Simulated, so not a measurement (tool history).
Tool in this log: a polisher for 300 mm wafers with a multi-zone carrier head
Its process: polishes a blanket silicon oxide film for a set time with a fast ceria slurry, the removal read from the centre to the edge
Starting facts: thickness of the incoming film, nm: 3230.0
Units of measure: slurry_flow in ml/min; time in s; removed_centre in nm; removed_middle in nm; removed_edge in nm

run,hour,slurry_flow,centre_zone,middle_zone,edge_zone,time,removed_centre,removed_middle,removed_edge
1,0,160,1,1,1,69,959.01,958.38,931.6
2,4.3,140,1,1,1,69,904.05,941.51,928.67
3,6.4,140,1,1,1.04,69,929.25,943.82,948.58
4,13.3,140,1,1,0.97,69,903.01,943.04,911.75
5,17.6,140,1,0.99,0.96,68,910.47,920.14,910.36
6,23.6,140,1,1.02,0.96,68,882.29,945.36,894.86

Predict the results of run 7:
7,32.4,140,0.99,1.01,0.95,67,?,?,?

Run 7 came out at removed_centre 888.65 nm, removed_middle 933.32 nm, removed_edge 897.86 nm.
